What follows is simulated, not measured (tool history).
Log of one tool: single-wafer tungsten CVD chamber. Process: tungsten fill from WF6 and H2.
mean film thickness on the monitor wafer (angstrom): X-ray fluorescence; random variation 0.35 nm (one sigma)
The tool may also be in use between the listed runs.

| run | hour | heater temperature setpoint (°C) | chamber pressure (Pa) | deposition time (s) | mean film thickness on the monitor wafer (angstrom) |
|---|---|---|---|---|---|
| 1 | 0.0 | 385 | 3760 | 41.9 | 861.56 |
| 2 | 8.4 | 385 | 4280 | 41.9 | 924.28 |
| 3 | 9.3 | 390 | 4280 | 41.9 | 1013.10 |
| 4 | 10.5 | 391 | 4280 | 41.9 | 1029.20 |
| 5 | 17.8 | 392 | 4280 | 41.9 | 1044.80 |
| 6 | 21.1 | 388 | 4280 | 41.9 | 971.89 |
| 7 | 23.0 | 390 | 4280 | 41.9 | 1009.30 |
| 8 | 25.6 | 391 | 4280 | 41.9 | 1029.10 |

Forecast run 9:
| 9 | 34.5 | 392 | 4280 | 41.9 | ? |

Run 9 gave mean film thickness on the monitor wafer (angstrom) 1050.00.
